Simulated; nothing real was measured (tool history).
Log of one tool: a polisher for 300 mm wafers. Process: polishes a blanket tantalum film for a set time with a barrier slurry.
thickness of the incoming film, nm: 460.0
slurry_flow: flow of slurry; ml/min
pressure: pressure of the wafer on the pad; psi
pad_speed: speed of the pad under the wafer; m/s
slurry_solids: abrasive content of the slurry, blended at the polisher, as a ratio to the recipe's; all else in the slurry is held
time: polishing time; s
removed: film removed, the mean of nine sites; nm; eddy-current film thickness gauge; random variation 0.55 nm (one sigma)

run 1 hour=0.0 | slurry_flow=230 pressure=1.6 pad_speed=0.78 slurry_solids=1.0 time=27 | removed=31.071
run 2 hour=0.8 | slurry_flow=230 pressure=1.2 pad_speed=0.78 slurry_solids=1.0 time=27 | removed=23.335
run 3 hour=1.5 | slurry_flow=230 pressure=1.4 pad_speed=0.78 slurry_solids=1.0 time=27 | removed=27.867
run 4 hour=7.5 | slurry_flow=230 pressure=1.5 pad_speed=0.78 slurry_solids=1.0 time=27 | removed=29.036
run 5 hour=14.7 | slurry_flow=230 pressure=1.5 pad_speed=0.78 slurry_solids=1.0 time=27 | removed=29.331
run 6 hour=16.7 | slurry_flow=210 pressure=1.5 pad_speed=0.78 slurry_solids=1.0 time=27 | removed=29.100
run 7 hour=20.1 | slurry_flow=210 pressure=1.6 pad_speed=0.78 slurry_solids=1.0 time=27 | removed=30.696

The next listed run, before its measurement:
run 8 hour=25.2 | slurry_flow=215 pressure=1.7 pad_speed=0.78 slurry_solids=1.0 time=27 | removed=?

{"run 8": {"removed": 32.058}}
